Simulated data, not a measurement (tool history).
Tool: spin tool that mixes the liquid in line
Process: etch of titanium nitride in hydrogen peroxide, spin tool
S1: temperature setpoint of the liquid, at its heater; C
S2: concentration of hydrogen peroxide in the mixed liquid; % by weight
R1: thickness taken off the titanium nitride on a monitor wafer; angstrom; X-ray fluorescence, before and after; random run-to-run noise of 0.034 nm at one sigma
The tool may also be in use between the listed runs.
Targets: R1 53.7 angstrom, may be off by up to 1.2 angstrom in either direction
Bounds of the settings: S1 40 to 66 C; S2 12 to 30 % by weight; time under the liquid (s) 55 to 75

{"run": 1, "day": 0.0, "S1": 56, "S2": 22.5, "time under the liquid (s)": 75, "R1": 33.974}
{"run": 2, "day": 0.154, "S1": 56, "S2": 20, "time under the liquid (s)": 75, "R1": 33.308}
{"run": 3, "day": 0.446, "S1": 56, "S2": 20, "time under the liquid (s)": 75, "R1": 33.42}
{"run": 4, "day": 0.704, "S1": 57, "S2": 20, "time under the liquid (s)": 75, "R1": 35.934}
{"run": 5, "day": 0.862, "S1": 57, "S2": 20, "time under the liquid (s)": 75, "R1": 35.808}
{"run": 6, "day": 0.9, "S1": 54, "S2": 20, "time under the liquid (s)": 75, "R1": 29.086}
{"run": 7, "day": 1.162, "S1": 55, "S2": 20, "time under the liquid (s)": 75, "R1": 31.247}
{"run": 8, "day": 1.5, "S1": 56, "S2": 20, "time under the liquid (s)": 75, "R1": 33.269}
{"run": 9, "day": 1.571, "S1": 57, "S2": 20, "time under the liquid (s)": 75, "R1": 35.763}
{"run": 10, "day": 1.9, "S1": 57.5, "S2": 20, "time under the liquid (s)": 75, "R1": 36.963}
{"run": 11, "day": 1.983, "S1": 58, "S2": 20, "time under the liquid (s)": 75, "R1": 38.389}
{"run": 12, "day": 2.033, "S1": 58.5, "S2": 20, "time under the liquid (s)": 75, "R1": 40.029}
{"run": 13, "day": 2.146, "S1": 63.5, "S2": 20, "time under the liquid (s)": 75, "R1": 55.469}

4 candidate next runs follow, results not yet known. Just one meets every target within its allowed miss. Identify it.
{"run": "A", "day": 2.258, "S1": 64, "S2": 19, "time under the liquid (s)": 75, "R1": "?"}
{"run": "B", "day": 2.258, "S1": 63.5, "S2": 21.5, "time under the liquid (s)": 75, "R1": "?"}
{"run": "C", "day": 2.258, "S1": 65.5, "S2": 17.5, "time under the liquid (s)": 70, "R1": "?"}
{"run": "D", "day": 2.258, "S1": 63.5, "S2": 16.5, "time under the liquid (s)": 75, "R1": "?"}

move=A R1=57.179
move=B R1=56.796
move=C R1=57.903
move=D R1=53.676
A: misses by more than the last run did
B: misses by more than the last run did
C: misses by more than the last run did
D: every result within its allowed miss
So the answer is move D, the one that meets all the targets.
